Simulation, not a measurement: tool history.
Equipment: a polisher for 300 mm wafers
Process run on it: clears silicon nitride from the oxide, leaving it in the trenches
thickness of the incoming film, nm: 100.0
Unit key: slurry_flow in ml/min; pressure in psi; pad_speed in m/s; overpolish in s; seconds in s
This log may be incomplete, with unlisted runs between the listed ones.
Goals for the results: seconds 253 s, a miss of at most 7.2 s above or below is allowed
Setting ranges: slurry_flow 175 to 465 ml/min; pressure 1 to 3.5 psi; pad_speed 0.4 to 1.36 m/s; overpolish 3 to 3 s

run    day  slurry_flow  pressure  pad_speed  overpolish  seconds
  1      0          295       2.2       0.88           3   182.04
  2  0.162          295       1.9       0.88           3   210.37
  3  0.233          295       2.4       0.88           3   165.78
  4  0.558          295       2.3       0.88           3   173.45
  5  0.642          295       2.2       0.88           3   184.25
  6  0.921          295       2.2       0.88           3   178.36
  7   0.95          295       2.1       0.88           3   190.85
  8  1.038          295         2       0.88           3    200.5
  9  1.262          295       1.9       0.88           3   211.86
 10  1.392          290       1.7       0.88           3    230.6

Next run, 5 choices. One meets every target within its allowed miss, the rest don't. Which?
  A  1.521          260       1.7       0.82           3        ?
  B  1.521          320       1.9       0.88           3        ?
  C  1.521          310       1.6       1.04           3        ?
  D  1.521          255       2.2       0.76           3        ?
  E  1.521          305       1.7       0.94           3        ?

move  seconds
   A   251.34
   B   207.55
   C   208.64
   D    211.2
   E   217.45
A: each result inside its tolerance
B: its largest miss is bigger than the last run's
C: its largest miss is bigger than the last run's
D: its largest miss is bigger than the last run's
E: its largest miss is bigger than the last run's
Correct choice: A, which meets every target
